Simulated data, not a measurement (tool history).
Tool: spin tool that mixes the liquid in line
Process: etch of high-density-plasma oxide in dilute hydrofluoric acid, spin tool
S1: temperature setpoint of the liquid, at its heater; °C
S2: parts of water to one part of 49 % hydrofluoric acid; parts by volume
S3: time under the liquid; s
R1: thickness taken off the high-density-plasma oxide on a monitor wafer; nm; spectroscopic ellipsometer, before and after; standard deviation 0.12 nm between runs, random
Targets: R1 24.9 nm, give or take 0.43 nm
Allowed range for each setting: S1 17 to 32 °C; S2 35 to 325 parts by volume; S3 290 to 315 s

run    day    S1   S2   S3      R1
  1      0    24  180  290  8.5999
  2  0.167    24  180  290  8.6239
  3  0.396  25.5  160  290  10.541
  4  0.558    24  160  290  9.9943
  5  0.671    24  160  315  10.805
  6  0.762    24  160  315  10.766
  7  1.112  25.5  145  315  12.847
  8  1.475  26.5  135  315  14.501
  9  1.683  27.5  125  315  16.521
 10  2.021  28.5  120  315  18.018
 11  2.308    29  115  315  19.057

Below are 4 possible settings for the next run. Only one of them brings all results inside the allowed miss of their targets. Which is it?
  A  2.596  29.5  90  315   ?
  B  2.596  24.5  75  315   ?
  C  2.596    30  85  315   ?
  D  2.596    30  95  315   ?

move      R1
   A  25.815
   B  26.001
   C  28.058
   D  24.746
A: moves the result that the last run missed by most past its target, out the other side
B: moves the result that the last run missed by most past its target, out the other side
C: moves the result that the last run missed by most past its target, out the other side
D: hits every target within its allowed miss
Go with D: it meets all targets.
